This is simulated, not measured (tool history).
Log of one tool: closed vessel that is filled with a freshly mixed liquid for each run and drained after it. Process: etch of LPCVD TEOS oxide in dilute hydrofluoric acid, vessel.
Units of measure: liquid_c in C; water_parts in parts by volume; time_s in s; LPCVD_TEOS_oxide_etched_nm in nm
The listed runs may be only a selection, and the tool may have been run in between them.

run	hour	liquid_c	water_parts	time_s	LPCVD_TEOS_oxide_etched_nm
1	0.0	21.0	85	155	48.697
2	6.3	21.0	70	155	58.899
3	14.8	22.0	70	155	61.386
4	17.0	22.5	70	155	62.928
5	19.6	23.0	70	155	63.705
6	24.1	26.5	70	155	73.702
7	26.9	26.0	70	155	73.500

Expected results for the next run?
8	34.3	25.5	70	155	?

LPCVD_TEOS_oxide_etched_nm: 70.469 nm
